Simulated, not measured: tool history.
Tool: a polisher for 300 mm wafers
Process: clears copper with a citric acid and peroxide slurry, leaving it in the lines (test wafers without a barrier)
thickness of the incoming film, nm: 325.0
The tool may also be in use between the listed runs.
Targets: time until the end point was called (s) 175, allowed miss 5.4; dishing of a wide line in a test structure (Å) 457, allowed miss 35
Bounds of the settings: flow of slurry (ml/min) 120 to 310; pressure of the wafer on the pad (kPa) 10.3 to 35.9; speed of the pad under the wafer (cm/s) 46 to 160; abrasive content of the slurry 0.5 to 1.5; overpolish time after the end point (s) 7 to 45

run	hour	flow of slurry (ml/min)	pressure of the wafer on the pad (kPa)	speed of the pad under the wafer (cm/s)	abrasive content of the slurry	overpolish time after the end point (s)	time until the end point was called (s)	dishing of a wide line in a test structure (Å)
1	0	200	22.8	102	1	23	105.39	435.16
2	5.3	175	22.8	102	1	23	105.9	441.33
3	11.4	175	20.7	102	1	26	117.17	451.94
4	15.5	175	24.1	102	1	26	98.746	489.67
5	19.3	175	24.1	80	1	26	119.11	443.44
6	22	175	22.8	80	1	28	128.7	442.86
7	29.3	175	21.4	80	1	30	135.76	448.87
8	37.3	175	20	80	1	31	143.09	443.07
9	39.6	175	19.3	80	1	32	147.88	435.3
10	46.1	175	18.6	80	1	33	155.38	419.06
11	50.3	175	17.9	80	1	35	160.63	426.02
12	52	175	17.9	80	1	36	160.2	433.16
13	57.7	175	17.9	80	1	37	158.04	446.67
14	62.4	175	17.2	80	1	38	165.58	449.98
15	69.3	175	17.2	80	1	39	166.39	452.01

5 next moves are on the table. One of them brings every result within its allowed miss. Which?
A	76.2	205	12.4	126	1.15	39	?	?
B	76.2	140	17.9	90	0.95	36	?	?
C	76.2	205	18.6	76	0.95	41	?	?
D	76.2	190	18.6	68	0.9	41	?	?
E	76.2	150	18.6	78	0.85	42	?	?

move	time until the end point was called (s)	dishing of a wide line in a test structure (Å)
A	154.49	475.2
B	153	462.09
C	158.99	496.36
D	175	462.12
E	165.39	490.65
A: further off than the last run
B: further off than the last run
C: further off than the last run
D: meets every target
E: further off than the last run
Move D is the one to make.
